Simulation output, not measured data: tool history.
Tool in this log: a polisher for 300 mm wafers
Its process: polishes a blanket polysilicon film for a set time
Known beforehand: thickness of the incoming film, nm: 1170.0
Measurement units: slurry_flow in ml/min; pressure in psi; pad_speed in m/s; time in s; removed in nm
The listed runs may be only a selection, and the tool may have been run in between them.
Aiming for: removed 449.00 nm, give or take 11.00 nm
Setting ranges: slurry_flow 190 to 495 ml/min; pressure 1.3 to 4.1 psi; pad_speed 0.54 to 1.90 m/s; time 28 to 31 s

Run 1, hour 0.0: slurry_flow 320 ml/min, pressure 2.7 psi, pad_speed 1.22 m/s, time 31 s. Result: removed 333.59 nm.
Run 2, hour 6.1: slurry_flow 325 ml/min, pressure 3.0 psi, pad_speed 1.22 m/s, time 31 s. Result: removed 357.54 nm.
Run 3, hour 11.6: slurry_flow 325 ml/min, pressure 2.5 psi, pad_speed 1.22 m/s, time 31 s. Result: removed 319.87 nm.
Run 4, hour 13.8: slurry_flow 325 ml/min, pressure 2.7 psi, pad_speed 1.22 m/s, time 31 s. Result: removed 334.14 nm.
Run 5, hour 21.6: slurry_flow 330 ml/min, pressure 3.1 psi, pad_speed 1.22 m/s, time 31 s. Result: removed 373.19 nm.
Run 6, hour 29.8: slurry_flow 330 ml/min, pressure 3.1 psi, pad_speed 0.94 m/s, time 31 s. Result: removed 289.99 nm.
Run 7, hour 35.9: slurry_flow 335 ml/min, pressure 3.4 psi, pad_speed 1.00 m/s, time 31 s. Result: removed 330.07 nm.
Run 8, hour 42.9: slurry_flow 335 ml/min, pressure 3.6 psi, pad_speed 1.04 m/s, time 31 s. Result: removed 356.78 nm.
Run 9, hour 49.6: slurry_flow 335 ml/min, pressure 3.8 psi, pad_speed 1.08 m/s, time 31 s. Result: removed 391.28 nm.
Run 10, hour 52.0: slurry_flow 335 ml/min, pressure 3.9 psi, pad_speed 1.10 m/s, time 31 s. Result: removed 406.42 nm.
Run 11, hour 59.8: slurry_flow 335 ml/min, pressure 4.0 psi, pad_speed 1.12 m/s, time 31 s. Result: removed 423.63 nm.
Run 12, hour 64.6: slurry_flow 335 ml/min, pressure 4.0 psi, pad_speed 1.14 m/s, time 31 s. Result: removed 427.59 nm.
At hour 71.1: head pressure recalibrated.
Run 13, hour 71.1: slurry_flow 340 ml/min, pressure 4.1 psi, pad_speed 1.16 m/s, time 31 s. Result: removed 418.80 nm.

Consider the 4 candidate settings below. Which is the only one whose results all fall within their allowed miss of target?
Run A, hour 77.6: slurry_flow 300 ml/min, pressure 4.1 psi, pad_speed 1.18 m/s, time 31 s. Result: removed ?.
Run B, hour 77.6: slurry_flow 335 ml/min, pressure 4.1 psi, pad_speed 1.30 m/s, time 31 s. Result: removed ?.
Run C, hour 77.6: slurry_flow 355 ml/min, pressure 4.1 psi, pad_speed 1.28 m/s, time 30 s. Result: removed ?.
Run D, hour 77.6: slurry_flow 265 ml/min, pressure 4.0 psi, pad_speed 1.36 m/s, time 31 s. Result: removed ?.

move  removed
   A   424.10
   B   468.95
   C   448.52
   D   473.40
A: moves toward the targets from the last run without getting all of them in spec
B: carries the result that was furthest off beyond its target, to the other side
C: all results in spec
D: carries the result that was furthest off beyond its target, to the other side
The move that meets every target is C.
